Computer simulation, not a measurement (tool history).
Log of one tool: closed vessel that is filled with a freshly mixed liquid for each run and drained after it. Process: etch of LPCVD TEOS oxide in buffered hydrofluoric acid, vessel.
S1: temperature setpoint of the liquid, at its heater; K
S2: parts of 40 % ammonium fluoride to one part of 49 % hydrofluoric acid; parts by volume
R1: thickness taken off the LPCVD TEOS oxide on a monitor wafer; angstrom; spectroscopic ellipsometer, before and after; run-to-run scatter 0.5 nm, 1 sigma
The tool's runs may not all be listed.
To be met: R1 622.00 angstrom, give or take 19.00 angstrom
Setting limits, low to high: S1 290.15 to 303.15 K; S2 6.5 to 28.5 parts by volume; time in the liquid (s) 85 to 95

{"run": 1, "hour": 0.0, "S1": 295.15, "S2": 17.5, "time in the liquid (s)": 85, "R1": 1012.4}
{"run": 2, "hour": 5.4, "S1": 293.65, "S2": 18.5, "time in the liquid (s)": 85, "R1": 881.09}
{"run": 3, "hour": 12.6, "S1": 290.65, "S2": 18.5, "time in the liquid (s)": 85, "R1": 756.24}
{"run": 4, "hour": 19.4, "S1": 290.65, "S2": 18.5, "time in the liquid (s)": 95, "R1": 840.21}
{"hour": 21.5, "done": "hydrofluoric acid flow meter replaced"}
{"run": 5, "hour": 21.5, "S1": 290.65, "S2": 22.0, "time in the liquid (s)": 95, "R1": 826.83}
{"run": 6, "hour": 25.9, "S1": 292.15, "S2": 22.0, "time in the liquid (s)": 95, "R1": 886.99}
{"run": 7, "hour": 26.5, "S1": 291.65, "S2": 23.5, "time in the liquid (s)": 95, "R1": 829.2}
{"run": 8, "hour": 30.8, "S1": 291.15, "S2": 24.5, "time in the liquid (s)": 95, "R1": 774.39}
{"run": 9, "hour": 38.0, "S1": 290.65, "S2": 25.5, "time in the liquid (s)": 95, "R1": 742.96}
{"run": 10, "hour": 43.0, "S1": 290.65, "S2": 26.0, "time in the liquid (s)": 95, "R1": 721.86}
{"run": 11, "hour": 51.3, "S1": 290.65, "S2": 26.5, "time in the liquid (s)": 95, "R1": 719.68}
{"run": 12, "hour": 56.5, "S1": 290.65, "S2": 27.0, "time in the liquid (s)": 95, "R1": 708.61}
{"run": 13, "hour": 64.9, "S1": 290.65, "S2": 27.5, "time in the liquid (s)": 95, "R1": 706.02}
{"run": 14, "hour": 69.3, "S1": 290.65, "S2": 27.5, "time in the liquid (s)": 95, "R1": 682.73}
{"run": 15, "hour": 75.4, "S1": 290.65, "S2": 28.0, "time in the liquid (s)": 95, "R1": 689.94}
{"run": 16, "hour": 81.0, "S1": 290.15, "S2": 28.5, "time in the liquid (s)": 95, "R1": 661.96}

5 next moves are on the table. One of them brings every result within its allowed miss. Which?
{"run": "A", "hour": 86.6, "S1": 291.65, "S2": 23.5, "time in the liquid (s)": 85, "R1": "?"}
{"run": "B", "hour": 86.6, "S1": 292.65, "S2": 28.0, "time in the liquid (s)": 90, "R1": "?"}
{"run": "C", "hour": 86.6, "S1": 293.65, "S2": 28.5, "time in the liquid (s)": 85, "R1": "?"}
{"run": "D", "hour": 86.6, "S1": 290.15, "S2": 26.5, "time in the liquid (s)": 85, "R1": "?"}
{"run": "E", "hour": 86.6, "S1": 291.65, "S2": 28.5, "time in the liquid (s)": 95, "R1": "?"}

move=A R1=733.94
move=B R1=728.52
move=C R1=719.07
move=D R1=619.94
move=E R1=717.75
A: lands further from the targets than the last run did
B: lands further from the targets than the last run did
C: lands further from the targets than the last run did
D: each result inside its tolerance
E: lands further from the targets than the last run did
D meets every target.
